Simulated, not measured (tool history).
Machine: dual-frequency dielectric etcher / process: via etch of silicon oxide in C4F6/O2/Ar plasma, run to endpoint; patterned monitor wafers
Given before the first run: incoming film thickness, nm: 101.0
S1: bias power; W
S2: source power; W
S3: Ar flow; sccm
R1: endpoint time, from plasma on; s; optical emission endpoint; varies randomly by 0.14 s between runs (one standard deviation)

| run | hour | S1 | S2 | S3 | R1 |
|---|---|---|---|---|---|
| 1 | 0.0 | 618 | 260 | 238 | 22.615 |
| 2 | 5.5 | 650 | 260 | 237 | 22.106 |
| 3 | 7.4 | 650 | 280 | 237 | 21.705 |
| 4 | 15.7 | 650 | 240 | 237 | 22.999 |
| 5 | 19.9 | 691 | 250 | 236 | 22.151 |
| 6 | 23.2 | 718 | 250 | 235 | 21.809 |
|  | 31.4 | source power generator calibrated |
| 7 | 31.4 | 738 | 250 | 234 | 22.039 |

Run 8 is up next; what results do you expect?
| 8 | 39.6 | 754 | 260 | 232 | ? |

R1: 21.230 s

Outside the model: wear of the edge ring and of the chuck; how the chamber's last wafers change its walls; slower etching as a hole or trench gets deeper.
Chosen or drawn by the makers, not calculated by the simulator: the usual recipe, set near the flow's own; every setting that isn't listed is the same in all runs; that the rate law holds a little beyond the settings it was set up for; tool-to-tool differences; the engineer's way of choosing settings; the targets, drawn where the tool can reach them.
